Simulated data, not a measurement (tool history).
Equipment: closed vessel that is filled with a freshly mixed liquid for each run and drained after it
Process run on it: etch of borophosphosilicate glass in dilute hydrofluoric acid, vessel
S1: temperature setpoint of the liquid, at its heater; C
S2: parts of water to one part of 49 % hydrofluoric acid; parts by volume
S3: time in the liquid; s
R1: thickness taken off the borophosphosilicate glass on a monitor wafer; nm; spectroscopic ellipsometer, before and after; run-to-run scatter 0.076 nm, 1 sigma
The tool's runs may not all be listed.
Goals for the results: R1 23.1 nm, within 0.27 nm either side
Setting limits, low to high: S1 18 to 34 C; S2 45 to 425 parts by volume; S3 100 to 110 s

Run 1, day 0: S1 26 C, S2 235 parts by volume, S3 100 s. Result: R1 15.52 nm.
Run 2, day 0.154: S1 26 C, S2 310 parts by volume, S3 100 s. Result: R1 10.798 nm.
Run 3, day 0.196: S1 26 C, S2 310 parts by volume, S3 100 s. Result: R1 10.854 nm.
Run 4, day 0.304: S1 29 C, S2 310 parts by volume, S3 100 s. Result: R1 11.94 nm.
Run 5, day 0.488: S1 31 C, S2 310 parts by volume, S3 100 s. Result: R1 12.769 nm.
Run 6, day 0.6: S1 31 C, S2 375 parts by volume, S3 100 s. Result: R1 9.8119 nm.
Run 7, day 0.725: S1 31.5 C, S2 340 parts by volume, S3 100 s. Result: R1 11.424 nm.
Run 8, day 1.1: S1 32 C, S2 315 parts by volume, S3 100 s. Result: R1 12.92 nm.
Run 9, day 1.45: S1 32.5 C, S2 290 parts by volume, S3 100 s. Result: R1 14.587 nm.
Run 10, day 1.558: S1 33 C, S2 270 parts by volume, S3 100 s. Result: R1 16.343 nm.
Run 11, day 1.925: S1 33 C, S2 255 parts by volume, S3 100 s. Result: R1 17.648 nm.
Run 12, day 2.029: S1 33 C, S2 245 parts by volume, S3 100 s. Result: R1 18.585 nm.
Run 13, day 2.362: S1 33 C, S2 235 parts by volume, S3 100 s. Result: R1 19.585 nm.
Run 14, day 2.642: S1 33 C, S2 230 parts by volume, S3 100 s. Result: R1 20.095 nm.
Run 15, day 3.004: S1 34 C, S2 205 parts by volume, S3 100 s. Result: R1 24.099 nm.
Run 16, day 3.308: S1 33.5 C, S2 205 parts by volume, S3 100 s. Result: R1 23.67 nm.

4 next moves are on the table. One of them brings every result within its allowed miss. Which?
Run A, day 3.612: S1 32.5 C, S2 220 parts by volume, S3 110 s. Result: R1 ?.
Run B, day 3.612: S1 31.5 C, S2 200 parts by volume, S3 105 s. Result: R1 ?.
Run C, day 3.612: S1 30.5 C, S2 205 parts by volume, S3 110 s. Result: R1 ?.
Run D, day 3.612: S1 33.5 C, S2 215 parts by volume, S3 100 s. Result: R1 ?.

move      R1
   A  23.251
   B  24.213
   C  23.769
   D  22.496
A: hits every target within its allowed miss
B: further off than the last run
C: further off than the last run
D: takes the biggest miss from the last run beyond its target
The right move is A.

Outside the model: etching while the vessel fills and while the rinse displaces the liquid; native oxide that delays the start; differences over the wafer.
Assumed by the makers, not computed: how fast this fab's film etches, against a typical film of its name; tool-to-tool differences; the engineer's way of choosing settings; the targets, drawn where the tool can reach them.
